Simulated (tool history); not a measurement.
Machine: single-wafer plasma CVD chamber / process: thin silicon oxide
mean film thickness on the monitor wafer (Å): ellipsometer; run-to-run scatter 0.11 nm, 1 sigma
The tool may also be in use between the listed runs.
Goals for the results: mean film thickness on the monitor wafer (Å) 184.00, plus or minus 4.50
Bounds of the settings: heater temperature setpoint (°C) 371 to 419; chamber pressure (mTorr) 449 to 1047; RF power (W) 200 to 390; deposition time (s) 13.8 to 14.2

run	hour	heater temperature setpoint (°C)	chamber pressure (mTorr)	RF power (W)	deposition time (s)	mean film thickness on the monitor wafer (Å)
1	0.0	395	748	295	13.8	259.33
2	3.7	395	748	295	14.2	268.27
3	6.9	395	655	290	14.2	230.43
4	11.1	395	655	290	14.2	231.66
5	18.9	395	603	290	14.2	211.10
6	25.5	405	603	290	14.2	212.73
7	26.9	405	572	290	14.2	199.54
8	35.6	405	555	290	14.2	193.20
9	37.4	405	545	290	14.2	188.47

Of the 4 settings listed for the next run, only one would bring every result within its allowed miss of target. Which one?
A	39.2	414	566	310	14.2	?
B	39.2	414	569	300	13.8	?
C	39.2	406	548	280	13.9	?
D	39.2	419	607	250	13.8	?

move	mean film thickness on the monitor wafer (Å)
A	201.68
B	195.03
C	185.30
D	195.49
A: misses by more than the last run did
B: misses by more than the last run did
C: meets every target
D: misses by more than the last run did
Go with C: it meets all targets.

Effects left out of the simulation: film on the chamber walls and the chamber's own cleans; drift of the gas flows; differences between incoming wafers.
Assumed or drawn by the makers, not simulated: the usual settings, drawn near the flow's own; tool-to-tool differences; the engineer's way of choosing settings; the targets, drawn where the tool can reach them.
